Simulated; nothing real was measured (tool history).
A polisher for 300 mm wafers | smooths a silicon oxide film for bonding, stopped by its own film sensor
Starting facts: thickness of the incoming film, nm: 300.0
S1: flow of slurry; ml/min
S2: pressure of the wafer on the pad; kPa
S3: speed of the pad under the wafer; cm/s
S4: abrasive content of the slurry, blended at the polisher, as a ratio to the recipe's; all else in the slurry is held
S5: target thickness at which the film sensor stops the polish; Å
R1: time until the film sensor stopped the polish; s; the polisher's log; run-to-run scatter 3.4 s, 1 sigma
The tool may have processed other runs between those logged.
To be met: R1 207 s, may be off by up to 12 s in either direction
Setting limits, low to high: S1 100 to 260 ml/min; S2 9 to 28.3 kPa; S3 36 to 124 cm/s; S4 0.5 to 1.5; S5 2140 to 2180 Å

run    day   S1    S2  S3  S4    S5      R1
  1      0  165  18.6  80   1  2180  114.36
  2    0.2  165  16.5  80   1  2180  124.05
  3  0.492  165  15.2  76   1  2180  141.49
  4   0.65  165  18.6  76   1  2180  115.37
  5  0.692  165  20.7  76   1  2180  99.584
  6  0.896  165  20.7  64   1  2180  112.45
  7  1.158  165  18.6  62   1  2180  124.01
  8   1.45  165  16.5  60   1  2180  147.65
  9  1.696  165  15.2  60   1  2180  159.83
 10      2  165  14.5  60   1  2180  164.12
 11    2.2  165  13.8  60   1  2180  169.87
 12  2.333  165  13.1  60   1  2180  181.73
 13  2.688  165  13.1  60   1  2180  181.62
 14  2.858  165  12.4  60   1  2180  190.72

Pick the move, out of 5, that brings all results within their allowed miss; only one does.
  A  3.029  180  16.5  46   0.9  2170   ?
  B  3.029  155  11.7  70  1.05  2180   ?
  C  3.029  170  13.1  66     1  2180   ?
  D  3.029  165  12.4  56     1  2140   ?
  E  3.029  195  12.4  64  1.15  2150   ?

move      R1
   A  171.59
   B  179.36
   C  168.18
   D  203.32
   E  169.85
A: the biggest miss grows against the last run
B: the biggest miss grows against the last run
C: the biggest miss grows against the last run
D: all results land within tolerance of their targets
E: the biggest miss grows against the last run
The move that meets every target is D.
